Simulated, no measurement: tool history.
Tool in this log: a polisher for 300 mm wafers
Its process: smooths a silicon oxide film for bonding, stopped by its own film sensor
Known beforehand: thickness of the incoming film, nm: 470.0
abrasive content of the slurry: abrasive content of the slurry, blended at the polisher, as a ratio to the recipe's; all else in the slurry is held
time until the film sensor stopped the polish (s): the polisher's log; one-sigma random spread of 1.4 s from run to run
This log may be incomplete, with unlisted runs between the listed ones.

run  hour  flow of slurry (ml/min)  pressure of the wafer on the pad (psi)  speed of the pad under the wafer (m/s)  abrasive content of the slurry  target thickness at which the film sensor stops the polish (nm)  time until the film sensor stopped the polish (s)
  1   0.0                      160                                     1.3                                    0.92                             1.0                                                              408                                            132.140
  2   1.3                      160                                     1.3                                    0.84                             1.0                                                              408                                            139.770
  3   7.6                      160                                     1.3                                    0.84                             1.0                                                              405                                            149.300
  4  16.4                      160                                     1.5                                    0.88                             1.0                                                              405                                            127.890
  5  20.5                      160                                     1.5                                    0.88                             1.0                                                              405                                            119.280
  6  27.8                      160                                     1.3                                    0.88                             1.0                                                              405                                            143.520
     32.7  -- slurry blender recalibrated
  7  32.7                      160                                     1.5                                    0.92                             1.0                                                              405                                            112.690
  8  40.4                      160                                     1.6                                    0.92                             1.0                                                              405                                            100.950
  9  41.6                      160                                     1.7                                    0.92                             1.0                                                              405                                             95.379
 10  45.3                      160                                     1.8                                    0.92                             1.0                                                              405                                             95.503
 11  49.0                      160                                     1.9                                    0.94                             1.0                                                              405                                             83.480
 12  51.2                      160                                     2.0                                    0.96                             1.0                                                              405                                             79.315

Predict the results of run 13:
 13  54.7                      160                                     2.0                                    0.98                             1.0                                                              405                                                  ?

Run 13 came out at time until the film sensor stopped the polish (s) 78.254.
